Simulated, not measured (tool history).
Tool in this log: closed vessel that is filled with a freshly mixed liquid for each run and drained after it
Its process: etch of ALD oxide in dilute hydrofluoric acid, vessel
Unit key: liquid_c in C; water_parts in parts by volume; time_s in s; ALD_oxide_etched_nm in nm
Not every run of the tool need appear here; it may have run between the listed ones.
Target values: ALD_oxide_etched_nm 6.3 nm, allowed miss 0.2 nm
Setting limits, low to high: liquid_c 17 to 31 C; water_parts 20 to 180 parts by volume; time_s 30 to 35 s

run	hour	liquid_c	water_parts	time_s	ALD_oxide_etched_nm
1	0	23	100	35	3.6724
2	6.8	25.5	100	35	4.0263
3	8.8	26	95	35	4.3713
4	11.1	26	115	35	3.5309
5	17	26	115	30	2.9812
6	21.1	26.5	110	30	3.1526
7	27.1	27	105	30	3.5153
8	35.3	27.5	100	30	3.7559
9	36.4	28	95	30	4.109
10	38.4	28.5	90	30	4.3218
11	43.9	28.5	85	30	4.7409
12	50.4	29	85	30	4.7755
13	58.2	30	75	30	5.748

Exactly one of the 4 candidate moves below puts every result within its allowed miss. Which one?
A	66	31	70	30	?
B	66	31	80	30	?
C	66	30.5	80	30	?
D	66	31	85	30	?

move	ALD_oxide_etched_nm
A	6.3851
B	5.5033
C	5.4
D	5.1411
A: hits every target within its allowed miss
B: further off than the last run
C: further off than the last run
D: further off than the last run
Answer: A
